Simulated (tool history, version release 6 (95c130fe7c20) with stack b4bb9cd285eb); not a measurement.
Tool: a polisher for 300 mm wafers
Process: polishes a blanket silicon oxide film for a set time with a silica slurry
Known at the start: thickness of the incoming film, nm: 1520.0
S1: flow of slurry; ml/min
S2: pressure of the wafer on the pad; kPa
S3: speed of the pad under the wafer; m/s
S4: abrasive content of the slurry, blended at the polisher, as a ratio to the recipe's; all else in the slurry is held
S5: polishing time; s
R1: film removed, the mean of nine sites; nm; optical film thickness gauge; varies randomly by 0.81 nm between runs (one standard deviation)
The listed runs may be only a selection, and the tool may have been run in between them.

run  hour   S1    S2    S3    S4   S5      R1
  1   0.0  315  18.6  1.20  1.00  115  278.99
  2   4.5  315  18.6  1.06  1.00  115  255.42
  3   6.8  315  18.6  1.06  0.85  115  236.19
  4  11.5  315  15.9  1.06  0.85  115  203.34
  5  18.3  315  15.2  1.04  0.85  115  191.52
  6  20.6  245  15.2  1.04  0.85  115  185.75

For run 7, what comes out?
  7  25.9  240  14.5  1.04  0.85  115   ?

R1: 176.57 nm
